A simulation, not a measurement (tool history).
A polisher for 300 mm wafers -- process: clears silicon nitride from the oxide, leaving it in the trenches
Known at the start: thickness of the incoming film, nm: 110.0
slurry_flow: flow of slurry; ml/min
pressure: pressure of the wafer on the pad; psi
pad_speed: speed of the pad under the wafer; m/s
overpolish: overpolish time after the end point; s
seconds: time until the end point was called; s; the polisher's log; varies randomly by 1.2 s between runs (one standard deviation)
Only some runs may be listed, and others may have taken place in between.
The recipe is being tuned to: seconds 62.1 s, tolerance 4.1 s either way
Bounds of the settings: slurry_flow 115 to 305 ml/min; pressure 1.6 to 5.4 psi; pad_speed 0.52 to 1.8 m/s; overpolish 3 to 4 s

{"run": 1, "day": 0.0, "slurry_flow": 195, "pressure": 3.5, "pad_speed": 1.16, "overpolish": 4, "seconds": 107.37}
{"run": 2, "day": 0.258, "slurry_flow": 195, "pressure": 3.9, "pad_speed": 1.18, "overpolish": 4, "seconds": 91.779}
{"run": 3, "day": 0.362, "slurry_flow": 195, "pressure": 4.2, "pad_speed": 1.2, "overpolish": 4, "seconds": 88.592}
{"run": 4, "day": 0.608, "slurry_flow": 195, "pressure": 4.5, "pad_speed": 1.24, "overpolish": 4, "seconds": 75.767}
{"day": 0.658, "done": "slurry nozzle cleaned"}
{"run": 5, "day": 0.658, "slurry_flow": 195, "pressure": 4.5, "pad_speed": 1.24, "overpolish": 3, "seconds": 78.219}
{"run": 6, "day": 1.017, "slurry_flow": 195, "pressure": 4.5, "pad_speed": 1.24, "overpolish": 4, "seconds": 76.447}
{"run": 7, "day": 1.108, "slurry_flow": 195, "pressure": 4.7, "pad_speed": 1.24, "overpolish": 4, "seconds": 71.686}
{"run": 8, "day": 1.146, "slurry_flow": 195, "pressure": 4.8, "pad_speed": 1.24, "overpolish": 4, "seconds": 70.478}
{"run": 9, "day": 1.229, "slurry_flow": 195, "pressure": 4.9, "pad_speed": 1.24, "overpolish": 4, "seconds": 70.803}
{"run": 10, "day": 1.3, "slurry_flow": 195, "pressure": 5, "pad_speed": 1.24, "overpolish": 4, "seconds": 69.82}

Exercise: of the 5 proposed moves below, exactly one satisfies all targets within the stated allowed misses. Which move is it?
{"run": "A", "day": 1.371, "slurry_flow": 200, "pressure": 5.2, "pad_speed": 1.3, "overpolish": 4, "seconds": "?"}
{"run": "B", "day": 1.371, "slurry_flow": 230, "pressure": 4.7, "pad_speed": 1.26, "overpolish": 3, "seconds": "?"}
{"run": "C", "day": 1.371, "slurry_flow": 220, "pressure": 4.5, "pad_speed": 1.3, "overpolish": 4, "seconds": "?"}
{"run": "D", "day": 1.371, "slurry_flow": 260, "pressure": 4.4, "pad_speed": 1.3, "overpolish": 4, "seconds": "?"}
{"run": "E", "day": 1.371, "slurry_flow": 160, "pressure": 5.2, "pad_speed": 1.1, "overpolish": 4, "seconds": "?"}

move=A seconds=62.467
move=B seconds=69.629
move=C seconds=70.892
move=D seconds=71.037
move=E seconds=75.712
A: every result lands within tolerance
B: roughly where the last run was
C: misses by more than the last run did
D: misses by more than the last run did
E: misses by more than the last run did
The right move is A.

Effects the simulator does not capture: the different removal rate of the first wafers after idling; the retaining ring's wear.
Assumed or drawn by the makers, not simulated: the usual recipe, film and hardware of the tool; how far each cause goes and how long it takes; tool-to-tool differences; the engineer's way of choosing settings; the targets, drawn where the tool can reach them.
